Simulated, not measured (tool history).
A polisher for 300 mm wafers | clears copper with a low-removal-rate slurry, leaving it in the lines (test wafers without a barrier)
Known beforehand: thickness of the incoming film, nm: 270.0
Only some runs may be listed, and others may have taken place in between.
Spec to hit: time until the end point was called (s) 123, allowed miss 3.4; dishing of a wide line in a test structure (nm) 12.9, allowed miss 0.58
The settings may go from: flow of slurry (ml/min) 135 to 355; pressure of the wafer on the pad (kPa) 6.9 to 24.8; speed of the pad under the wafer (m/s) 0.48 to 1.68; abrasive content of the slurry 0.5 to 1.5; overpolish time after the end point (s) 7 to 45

| run | hour | flow of slurry (ml/min) | pressure of the wafer on the pad (kPa) | speed of the pad under the wafer (m/s) | abrasive content of the slurry | overpolish time after the end point (s) | time until the end point was called (s) | dishing of a wide line in a test structure (nm) |
|---|---|---|---|---|---|---|---|---|
| 1 | 0 | 225 | 15.9 | 1.08 | 1 | 23 | 142.29 | 31.977 |
| 2 | 3.1 | 225 | 15.9 | 1.08 | 1 | 30 | 142.53 | 39.048 |
| 3 | 11.2 | 235 | 14.5 | 1.16 | 1 | 23 | 144.53 | 30.902 |
| 4 | 18.3 | 235 | 11.7 | 1.16 | 1 | 23 | 176.76 | 26.872 |
| 5 | 23.6 | 270 | 13.8 | 1.12 | 0.85 | 18 | 161.6 | 23.494 |
| 6 | 30.8 | 320 | 13.8 | 1.12 | 0.85 | 18 | 157.82 | 24.293 |
| 7 | 37.1 | 265 | 15.9 | 1.08 | 0.75 | 15 | 150.03 | 21.316 |
| 8 | 41.9 | 225 | 17.9 | 1 | 0.7 | 13 | 151.47 | 18.91 |
| 9 | 42.7 | 160 | 22.1 | 0.84 | 0.5 | 7 | 165.06 | 9.5859 |
| 10 | 43.6 | 175 | 22.8 | 0.86 | 0.5 | 7 | 154.72 | 10.385 |
| 11 | 49.3 | 185 | 23.4 | 0.88 | 0.5 | 7 | 147.4 | 11.128 |
| 12 | 54.4 | 185 | 24.1 | 0.92 | 0.5 | 7 | 135.43 | 12.004 |
| 13 | 58.8 | 180 | 24.1 | 0.94 | 0.5 | 7 | 134.41 | 12.193 |
| 14 | 64.7 | 175 | 24.1 | 0.96 | 0.5 | 7 | 132.78 | 12.141 |

Exercise: of the 4 proposed moves below, exactly one satisfies all targets within the stated allowed misses. Which move is it?
| A | 70.6 | 165 | 22.8 | 1.08 | 0.55 | 7 | ? | ? |
| B | 70.6 | 175 | 24.8 | 0.88 | 0.5 | 7 | ? | ? |
| C | 70.6 | 250 | 20.7 | 0.96 | 0.6 | 7 | ? | ? |
| D | 70.6 | 180 | 23.4 | 0.88 | 0.7 | 7 | ? | ? |

| move | time until the end point was called (s) | dishing of a wide line in a test structure (nm) |
|---|---|---|
| A | 123.6 | 12.963 |
| B | 141.14 | 11.455 |
| C | 141.06 | 11.438 |
| D | 135.27 | 11.915 |
A: every result lands within tolerance
B: moves away from the targets compared with the last run
C: moves away from the targets compared with the last run
D: moves away from the targets compared with the last run
Go with A: it meets all targets.

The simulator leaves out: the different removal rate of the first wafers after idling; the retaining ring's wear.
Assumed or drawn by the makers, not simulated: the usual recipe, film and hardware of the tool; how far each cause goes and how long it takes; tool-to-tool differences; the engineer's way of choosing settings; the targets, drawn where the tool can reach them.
